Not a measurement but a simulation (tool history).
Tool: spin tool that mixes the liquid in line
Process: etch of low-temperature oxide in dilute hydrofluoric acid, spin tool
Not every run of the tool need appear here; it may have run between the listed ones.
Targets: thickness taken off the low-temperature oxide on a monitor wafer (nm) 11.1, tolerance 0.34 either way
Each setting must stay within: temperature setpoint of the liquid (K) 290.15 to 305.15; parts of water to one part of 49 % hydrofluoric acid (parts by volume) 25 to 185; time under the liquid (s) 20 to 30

| run | day | temperature setpoint of the liquid (K) | parts of water to one part of 49 % hydrofluoric acid (parts by volume) | time under the liquid (s) | thickness taken off the low-temperature oxide on a monitor wafer (nm) |
|---|---|---|---|---|---|
| 1 | 0 | 297.15 | 105 | 30 | 4.7109 |
| 2 | 0.262 | 299.15 | 90 | 30 | 5.9193 |
| 3 | 0.504 | 302.15 | 90 | 30 | 6.7372 |
| 4 | 0.558 | 302.15 | 75 | 30 | 8.2464 |
| 5 | 0.612 | 302.15 | 75 | 20 | 5.4606 |
| 6 | 0.7 | 298.65 | 75 | 20 | 4.6815 |
| 7 | 0.75 | 300.65 | 60 | 25 | 8.3693 |
| 8 | 1.071 | 301.65 | 60 | 25 | 8.5812 |
| 9 | 1.146 | 302.65 | 60 | 25 | 8.89 |
| 10 | 1.321 | 303.15 | 60 | 25 | 9.0003 |
| 11 | 1.692 | 303.65 | 55 | 25 | 10.127 |
| 12 | 1.767 | 303.65 | 55 | 25 | 10.245 |
| 13 | 1.954 | 304.15 | 55 | 25 | 10.395 |
| 14 | 2.208 | 304.65 | 55 | 25 | 10.711 |

Below are 4 possible settings for the next run. Only one of them brings all results inside the allowed miss of their targets. Which is it?
| A | 2.462 | 305.15 | 70 | 30 | ? |
| B | 2.462 | 303.65 | 60 | 30 | ? |
| C | 2.462 | 304.65 | 45 | 20 | ? |
| D | 2.462 | 304.65 | 65 | 30 | ? |

| move | thickness taken off the low-temperature oxide on a monitor wafer (nm) |
|---|---|
| A | 10.046 |
| B | 11.239 |
| C | 10.633 |
| D | 10.698 |
A: its largest miss is bigger than the last run's
B: meets every target
C: its largest miss is bigger than the last run's
D: about the same distance from the targets as the last run
B is the move that brings every result within its allowed miss.
